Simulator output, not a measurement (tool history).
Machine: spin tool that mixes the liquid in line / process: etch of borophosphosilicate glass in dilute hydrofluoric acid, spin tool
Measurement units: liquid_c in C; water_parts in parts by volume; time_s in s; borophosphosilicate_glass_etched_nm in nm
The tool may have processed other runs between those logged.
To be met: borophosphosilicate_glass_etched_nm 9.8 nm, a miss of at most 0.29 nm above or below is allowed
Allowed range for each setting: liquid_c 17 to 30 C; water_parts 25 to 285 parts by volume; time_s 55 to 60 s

run  hour  liquid_c  water_parts  time_s  borophosphosilicate_glass_etched_nm
  1     0        22          155      55                               14.053
  2   2.8        22          155      55                               14.438
  3  11.4        22          155      60                               15.472
  4  16.8        22          185      60                               12.778
  5  22.2      20.5          190      60                               11.671
  6  24.7      20.5          135      60                               17.114
  7  29.1      19.5          155      60                               14.361
  8  34.5        19          170      60                                12.62
  9  40.2      18.5          180      60                               11.403

Below are 5 possible settings for the next run. Only one of them brings all results inside the allowed miss of their targets. Which is it?
  A  45.9      19.5          200      60                                    ?
  B  45.9        17          185      60                                    ?
  C  45.9        17          160      60                                    ?
  D  45.9        18          185      55                                    ?
  E  45.9      18.5          155      60                                    ?

move  borophosphosilicate_glass_etched_nm
   A                               10.515
   B                               10.446
   C                               12.366
   D                               9.9659
   E                               13.631
A: an improvement on the last run, though not all results are within tolerance
B: an improvement on the last run, though not all results are within tolerance
C: its largest miss is bigger than the last run's
D: every result within its allowed miss
E: its largest miss is bigger than the last run's
So the answer is move D, the one that meets all the targets.
